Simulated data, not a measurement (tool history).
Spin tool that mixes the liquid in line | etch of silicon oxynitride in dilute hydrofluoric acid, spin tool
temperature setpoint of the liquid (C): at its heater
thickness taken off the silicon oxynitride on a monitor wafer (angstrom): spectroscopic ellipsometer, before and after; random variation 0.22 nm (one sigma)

run    day  temperature setpoint of the liquid (C)  parts of water to one part of 49 % hydrofluoric acid (parts by volume)  time under the liquid (s)  thickness taken off the silicon oxynitride on a monitor wafer (angstrom)
  1  0.000                                    20.0                                                                     115                        300                                                                   100.090
  2  0.288                                    20.0                                                                      95                        300                                                                   122.590
  3  0.512                                    20.0                                                                     130                        300                                                                    87.491
  4  0.725                                    20.0                                                                     105                        300                                                                   111.550
  5  0.808                                    22.5                                                                     105                        300                                                                   126.210
  6  0.988                                    24.0                                                                      85                        300                                                                   170.380
  7  1.142                                    25.0                                                                      70                        300                                                                   219.390
  8  1.479                                    25.5                                                                      60                        300                                                                   261.920
  9  1.742                                    26.0                                                                      55                        300                                                                   294.790
 10  2.108                                    26.5                                                                      55                        300                                                                   303.830
 11  2.358                                    27.0                                                                      55                        300                                                                   308.540
 12  2.558                                    27.0                                                                      50                        300                                                                   343.900

Forecast run 13:
 13  2.758                                    27.5                                                                      50                        300                                                                         ?

thickness taken off the silicon oxynitride on a monitor wafer (angstrom): 350.110

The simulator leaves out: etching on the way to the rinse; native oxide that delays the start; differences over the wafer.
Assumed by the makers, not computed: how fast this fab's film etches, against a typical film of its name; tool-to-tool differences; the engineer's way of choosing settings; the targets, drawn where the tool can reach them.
